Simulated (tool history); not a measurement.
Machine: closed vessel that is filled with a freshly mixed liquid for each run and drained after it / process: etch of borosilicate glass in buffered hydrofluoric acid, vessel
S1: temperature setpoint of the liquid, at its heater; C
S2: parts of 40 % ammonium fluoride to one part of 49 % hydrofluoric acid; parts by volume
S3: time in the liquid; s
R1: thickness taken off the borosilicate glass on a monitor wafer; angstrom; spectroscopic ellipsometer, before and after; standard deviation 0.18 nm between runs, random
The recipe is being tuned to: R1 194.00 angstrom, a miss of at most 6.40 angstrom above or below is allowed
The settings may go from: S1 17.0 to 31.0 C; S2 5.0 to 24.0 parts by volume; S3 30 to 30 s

| run | day | S1 | S2 | S3 | R1 |
|---|---|---|---|---|---|
| 1 | 0.000 | 23.0 | 14.5 | 30 | 243.88 |
| 2 | 0.146 | 23.0 | 12.5 | 30 | 283.77 |
| 3 | 0.208 | 21.5 | 13.0 | 30 | 254.86 |
| 4 | 0.412 | 21.5 | 13.0 | 30 | 252.88 |
| 5 | 0.667 | 20.5 | 13.0 | 30 | 237.32 |
| 6 | 0.738 | 19.5 | 13.0 | 30 | 223.24 |
| 7 | 0.962 | 19.0 | 13.0 | 30 | 221.84 |
| 8 | 1.321 | 19.0 | 13.0 | 30 | 223.96 |
| 9 | 1.529 | 18.5 | 13.0 | 30 | 216.72 |

Pick the move, out of 5, that brings all results within their allowed miss; only one does.
| A | 1.738 | 17.0 | 11.0 | 30 | ? |
| B | 1.738 | 18.5 | 14.5 | 30 | ? |
| C | 1.738 | 17.0 | 10.0 | 30 | ? |
| D | 1.738 | 20.0 | 13.0 | 30 | ? |
| E | 1.738 | 19.5 | 13.0 | 30 | ? |

| move | R1 |
|---|---|
| A | 234.65 |
| B | 193.96 |
| C | 257.87 |
| D | 234.78 |
| E | 228.41 |
A: misses by more than the last run did
B: each result inside its tolerance
C: misses by more than the last run did
D: misses by more than the last run did
E: misses by more than the last run did
B is the move that brings every result within its allowed miss.
